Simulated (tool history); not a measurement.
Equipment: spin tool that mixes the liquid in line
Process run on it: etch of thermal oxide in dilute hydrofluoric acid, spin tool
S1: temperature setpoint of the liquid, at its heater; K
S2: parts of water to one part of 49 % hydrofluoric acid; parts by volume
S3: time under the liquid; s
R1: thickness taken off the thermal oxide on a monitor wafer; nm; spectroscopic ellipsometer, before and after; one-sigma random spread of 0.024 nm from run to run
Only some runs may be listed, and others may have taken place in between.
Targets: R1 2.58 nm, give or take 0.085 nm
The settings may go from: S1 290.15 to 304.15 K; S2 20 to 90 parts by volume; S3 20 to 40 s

run,hour,S1,S2,S3,R1
1,0,296.15,50,40,3.6256
2,2,297.65,50,40,3.9476
3,2.7,297.65,50,40,3.9649
4,7.3,297.65,65,40,2.9765
5,12.7,297.65,65,20,1.4867
6,17.1,297.65,65,20,1.4915
7,25.8,299.15,65,20,1.5855
8,26.8,297.65,65,20,1.4829
9,29.4,297.65,65,20,1.4886
10,32,301.65,50,20,2.3084
11,39.6,301.15,50,20,2.2781
12,47.8,300.65,50,20,2.2043
13,49.1,300.65,50,20,2.1937
14,58.1,300.15,50,20,2.1786
15,61.8,299.15,50,20,2.107
16,64,299.15,45,20,2.3377

Which one of the following 4 next-run settings gets every result inside its allowed miss? There is exactly one.
A,66.2,299.15,70,30,?
B,66.2,299.15,60,30,?
C,66.2,295.15,75,35,?
D,66.2,298.15,50,20,?

move,R1
A,2.1583
B,2.5526
C,1.9863
D,1.988
A: further off than the last run
B: all results in spec
C: further off than the last run
D: further off than the last run
B meets every target.
